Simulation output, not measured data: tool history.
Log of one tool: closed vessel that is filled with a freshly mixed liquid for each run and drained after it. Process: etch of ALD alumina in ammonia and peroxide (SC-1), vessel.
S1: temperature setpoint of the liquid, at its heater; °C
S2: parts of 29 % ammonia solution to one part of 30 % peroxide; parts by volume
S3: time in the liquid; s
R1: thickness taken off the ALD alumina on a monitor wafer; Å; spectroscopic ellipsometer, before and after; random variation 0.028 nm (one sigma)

run,hour,S1,S2,S3,R1
1,0.0,49,0.45,40,16.576
2,2.4,49,0.45,40,16.573
3,10.2,49,0.40,40,16.373
4,17.1,46,0.40,40,14.041
5,20.1,46,0.30,40,13.413
6,27.0,49,0.30,40,15.823

Run 7 comes next. What will it give?
7,34.2,57,0.30,40,?

R1: 24.670 Å

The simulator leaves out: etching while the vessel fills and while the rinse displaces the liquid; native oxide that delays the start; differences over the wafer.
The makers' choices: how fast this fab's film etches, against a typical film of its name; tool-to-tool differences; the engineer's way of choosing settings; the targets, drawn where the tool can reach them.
